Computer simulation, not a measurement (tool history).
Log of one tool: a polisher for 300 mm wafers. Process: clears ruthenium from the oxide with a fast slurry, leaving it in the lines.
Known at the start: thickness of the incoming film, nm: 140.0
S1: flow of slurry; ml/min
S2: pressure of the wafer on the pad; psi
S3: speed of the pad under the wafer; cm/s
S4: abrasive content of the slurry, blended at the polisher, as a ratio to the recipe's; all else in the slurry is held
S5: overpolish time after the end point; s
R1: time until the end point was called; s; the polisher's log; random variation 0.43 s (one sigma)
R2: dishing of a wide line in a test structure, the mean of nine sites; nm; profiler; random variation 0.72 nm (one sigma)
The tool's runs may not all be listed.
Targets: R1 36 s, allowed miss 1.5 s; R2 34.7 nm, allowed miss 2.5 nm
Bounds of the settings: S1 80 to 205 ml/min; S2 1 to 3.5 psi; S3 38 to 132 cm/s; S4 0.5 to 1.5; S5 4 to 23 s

Run 1, day 0: S1 135 ml/min, S2 2.2 psi, S3 84 cm/s, S4 1, S5 12 s. Result: R1 50.993 s, R2 21.866 nm.
Run 2, day 0.038: S1 135 ml/min, S2 2.2 psi, S3 84 cm/s, S4 1, S5 10 s. Result: R1 49.771 s, R2 18.747 nm.
Run 3, day 0.308: S1 135 ml/min, S2 2.7 psi, S3 84 cm/s, S4 1, S5 10 s. Result: R1 43.73 s, R2 20.816 nm.
Run 4, day 0.654: S1 135 ml/min, S2 2.8 psi, S3 84 cm/s, S4 1, S5 11 s. Result: R1 42.644 s, R2 23.187 nm.
Run 5, day 0.842: S1 135 ml/min, S2 2.9 psi, S3 84 cm/s, S4 1, S5 11 s. Result: R1 41.66 s, R2 23.149 nm.
Run 6, day 1.162: S1 135 ml/min, S2 2.9 psi, S3 74 cm/s, S4 1, S5 11 s. Result: R1 47.506 s, R2 20.86 nm.
Run 7, day 1.25: S1 135 ml/min, S2 3 psi, S3 74 cm/s, S4 1, S5 11 s. Result: R1 45.225 s, R2 21.98 nm.
Run 8, day 1.329: S1 135 ml/min, S2 3 psi, S3 74 cm/s, S4 1, S5 11 s. Result: R1 45.373 s, R2 21.694 nm.
Run 9, day 1.667: S1 135 ml/min, S2 3.1 psi, S3 74 cm/s, S4 1, S5 11 s. Result: R1 44.236 s, R2 22.061 nm.
Run 10, day 1.933: S1 140 ml/min, S2 3.3 psi, S3 78 cm/s, S4 1, S5 14 s. Result: R1 39.465 s, R2 27.274 nm.
Run 11, day 2.029: S1 145 ml/min, S2 3.4 psi, S3 80 cm/s, S4 1, S5 16 s. Result: R1 37.612 s, R2 32.131 nm.
Run 12, day 2.242: S1 145 ml/min, S2 3.5 psi, S3 80 cm/s, S4 1, S5 17 s. Result: R1 36.931 s, R2 31.995 nm.

Which of these 4 next moves meets every target?
Run A, day 2.454: S1 110 ml/min, S2 3.4 psi, S3 94 cm/s, S4 0.8, S5 15 s. Result: R1 ?, R2 ?.
Run B, day 2.454: S1 125 ml/min, S2 3.5 psi, S3 84 cm/s, S4 0.95, S5 14 s. Result: R1 ?, R2 ?.
Run C, day 2.454: S1 165 ml/min, S2 3.3 psi, S3 98 cm/s, S4 0.65, S5 19 s. Result: R1 ?, R2 ?.
Run D, day 2.454: S1 120 ml/min, S2 3.4 psi, S3 86 cm/s, S4 1.05, S5 15 s. Result: R1 ?, R2 ?.

move      R1      R2
   A  37.201  31.344
   B  37.184  30.196
   C  35.911  35.715
   D  36.328   31.74
A: further off than the last run
B: further off than the last run
C: meets every target
D: further off than the last run
Move C is the one to make.
